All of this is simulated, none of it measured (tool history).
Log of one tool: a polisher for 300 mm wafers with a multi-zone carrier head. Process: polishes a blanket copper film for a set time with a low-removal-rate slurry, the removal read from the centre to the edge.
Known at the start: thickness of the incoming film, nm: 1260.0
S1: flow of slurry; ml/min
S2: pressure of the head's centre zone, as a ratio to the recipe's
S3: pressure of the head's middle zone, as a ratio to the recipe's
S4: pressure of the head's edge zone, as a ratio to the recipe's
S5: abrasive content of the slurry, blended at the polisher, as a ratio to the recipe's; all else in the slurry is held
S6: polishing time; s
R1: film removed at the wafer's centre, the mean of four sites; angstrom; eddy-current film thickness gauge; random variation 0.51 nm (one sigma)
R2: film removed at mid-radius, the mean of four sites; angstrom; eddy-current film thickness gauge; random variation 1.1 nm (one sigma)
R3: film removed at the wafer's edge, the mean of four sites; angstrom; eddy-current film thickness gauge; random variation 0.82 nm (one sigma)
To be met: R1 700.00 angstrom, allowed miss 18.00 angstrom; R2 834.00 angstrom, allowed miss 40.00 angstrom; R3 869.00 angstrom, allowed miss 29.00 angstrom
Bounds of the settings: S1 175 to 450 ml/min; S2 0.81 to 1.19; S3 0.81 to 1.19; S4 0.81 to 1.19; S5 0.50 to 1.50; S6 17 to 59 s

run,hour,S1,S2,S3,S4,S5,S6,R1,R2,R3
1,0.0,290,1.00,1.00,1.00,1.00,38,1563.40,1661.00,1596.10
2,7.5,280,0.95,0.97,0.99,0.85,33,1255.90,1347.90,1311.50
3,10.1,265,0.91,0.96,1.02,0.75,30,1041.00,1175.40,1184.00
4,14.5,255,0.88,0.95,1.01,0.70,28,926.65,1082.30,1068.20
5,15.5,245,0.86,0.93,1.01,0.65,27,857.95,986.83,1006.80
6,21.2,245,0.86,0.93,1.05,0.65,27,857.45,996.33,1039.20
7,22.6,235,0.85,0.92,1.04,0.60,26,803.13,922.13,968.32
8,30.6,225,0.84,0.92,1.04,0.55,26,768.94,878.20,943.96
9,33.8,215,0.83,0.93,1.03,0.55,26,748.02,901.91,927.32
10,42.4,205,0.82,0.92,1.02,0.55,26,731.17,882.83,928.25
11,50.3,205,0.82,0.91,1.00,0.55,26,727.87,875.43,909.89
12,51.7,200,0.82,0.90,0.99,0.55,26,738.76,877.45,898.79
13,55.9,195,0.81,0.89,1.01,0.50,25,674.76,803.35,861.71
14,58.8,205,0.81,0.89,1.01,0.50,25,673.82,812.07,862.27

Which of these 5 next moves meets every target?
A,61.7,210,0.84,0.94,1.19,0.50,23,?,?,?
B,61.7,260,0.82,0.91,1.01,0.55,24,?,?,?
C,61.7,175,0.89,0.83,1.10,0.70,23,?,?,?
D,61.7,200,0.82,0.91,1.06,0.50,24,?,?,?
E,61.7,180,0.81,0.91,1.01,0.50,25,?,?,?

move,R1,R2,R3
A,652.73,797.59,857.57
B,702.81,854.09,861.85
C,718.58,750.72,868.21
D,658.49,803.62,838.65
E,662.69,820.82,840.79
A: further off than the last run
B: meets every target
C: takes the result that was furthest off past its target
D: further off than the last run
E: further off than the last run
Move B is the one to make.
